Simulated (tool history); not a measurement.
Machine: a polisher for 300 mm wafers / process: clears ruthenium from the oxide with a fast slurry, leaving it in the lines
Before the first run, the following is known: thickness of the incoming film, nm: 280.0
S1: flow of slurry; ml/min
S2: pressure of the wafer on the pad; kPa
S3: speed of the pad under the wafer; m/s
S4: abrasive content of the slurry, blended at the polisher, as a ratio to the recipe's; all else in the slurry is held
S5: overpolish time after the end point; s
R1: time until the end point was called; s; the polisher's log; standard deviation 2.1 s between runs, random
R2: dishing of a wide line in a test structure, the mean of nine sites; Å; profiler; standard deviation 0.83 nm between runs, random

run 1 hour=0 | S1=195 S2=13.8 S3=0.94 S4=1 S5=20 | R1=125.46 R2=353.27
run 2 hour=5 | S1=195 S2=13.8 S3=0.94 S4=1 S5=16 | R1=127.65 R2=295.05
run 3 hour=9.5 | S1=195 S2=13.1 S3=0.94 S4=1 S5=18 | R1=126.48 R2=305.86
run 4 hour=13.2 | S1=195 S2=13.1 S3=0.92 S4=1 S5=20 | R1=132.72 R2=348.95
run 5 hour=21.3 | S1=195 S2=12.4 S3=0.92 S4=1 S5=21 | R1=138.1 R2=347.21
run 6 hour=29.2 | S1=195 S2=12.4 S3=0.82 S4=1 S5=21 | R1=151.62 R2=314.34
run 7 hour=37.7 | S1=195 S2=12.4 S3=0.82 S4=1 S5=22 | R1=156.43 R2=321.94

For run 8, what comes out?
-- hour=46.3 slurry nozzle cleaned
run 8 hour=46.3 | S1=195 S2=12.4 S3=0.82 S4=1 S5=23 | R1=? R2=?

R1: 147.01 s
R2: 333.27 Å

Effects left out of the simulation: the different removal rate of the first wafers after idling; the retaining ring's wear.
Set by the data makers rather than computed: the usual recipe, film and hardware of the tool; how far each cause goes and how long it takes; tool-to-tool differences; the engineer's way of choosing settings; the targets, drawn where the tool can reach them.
